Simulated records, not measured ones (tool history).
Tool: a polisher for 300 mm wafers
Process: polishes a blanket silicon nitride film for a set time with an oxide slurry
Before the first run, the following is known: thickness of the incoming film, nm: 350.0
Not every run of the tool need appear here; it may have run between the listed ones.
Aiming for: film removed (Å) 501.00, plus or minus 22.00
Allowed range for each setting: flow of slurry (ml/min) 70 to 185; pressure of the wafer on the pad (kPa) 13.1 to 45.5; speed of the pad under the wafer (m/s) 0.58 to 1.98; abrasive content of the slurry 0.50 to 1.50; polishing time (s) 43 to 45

run	hour	flow of slurry (ml/min)	pressure of the wafer on the pad (kPa)	speed of the pad under the wafer (m/s)	abrasive content of the slurry	polishing time (s)	film removed (Å)
1	0.0	120	29.0	1.28	1.00	43	370.77
2	4.1	100	29.0	1.28	1.00	43	346.91
3	5.4	115	31.0	1.28	1.00	43	384.80
4	14.1	125	32.4	1.28	1.00	43	394.22
5	19.4	125	32.4	1.28	1.00	43	403.59
6	26.2	130	34.5	1.28	1.00	43	430.72
7	26.9	135	35.9	1.28	1.00	43	458.96
8	31.0	140	36.5	1.28	1.00	43	461.15

Exercise: of the 4 proposed moves below, exactly one satisfies all targets within the stated allowed misses. Which move is it?
A	35.1	150	40.0	1.18	0.85	43	?
B	35.1	135	40.7	1.28	0.90	45	?
C	35.1	150	37.9	1.14	1.10	43	?
D	35.1	125	33.8	1.28	0.90	43	?

move	film removed (Å)
A	435.43
B	500.89
C	465.07
D	402.95
A: further off than the last run
B: in spec on every target
C: gains on the last run, yet a result remains outside its allowed miss
D: further off than the last run
The move that meets every target is B.
